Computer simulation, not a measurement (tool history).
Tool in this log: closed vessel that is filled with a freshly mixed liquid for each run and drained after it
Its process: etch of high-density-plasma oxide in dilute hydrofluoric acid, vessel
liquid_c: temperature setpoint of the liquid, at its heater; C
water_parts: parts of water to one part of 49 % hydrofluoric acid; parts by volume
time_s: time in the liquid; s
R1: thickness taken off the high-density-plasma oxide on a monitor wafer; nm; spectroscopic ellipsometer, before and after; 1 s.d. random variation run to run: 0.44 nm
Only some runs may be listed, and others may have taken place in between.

Run 1, hour 0.0: liquid_c 22.0 C, water_parts 120 parts by volume, time_s 615 s. Result: R1 27.285 nm.
Run 2, hour 7.0: liquid_c 22.0 C, water_parts 140 parts by volume, time_s 615 s. Result: R1 23.066 nm.
Run 3, hour 12.9: liquid_c 22.0 C, water_parts 140 parts by volume, time_s 615 s. Result: R1 22.516 nm.
Run 4, hour 19.8: liquid_c 22.0 C, water_parts 140 parts by volume, time_s 490 s. Result: R1 18.298 nm.
Run 5, hour 24.6: liquid_c 23.0 C, water_parts 130 parts by volume, time_s 490 s. Result: R1 20.838 nm.
Run 6, hour 32.4: liquid_c 23.0 C, water_parts 130 parts by volume, time_s 490 s. Result: R1 20.684 nm.
Run 7, hour 39.4: liquid_c 27.0 C, water_parts 80 parts by volume, time_s 500 s. Result: R1 42.952 nm.

Predict the results of run 8:
Run 8, hour 42.0: liquid_c 27.5 C, water_parts 80 parts by volume, time_s 500 s. Result: R1 ?.

{"run 8": {"R1": 43.759}}
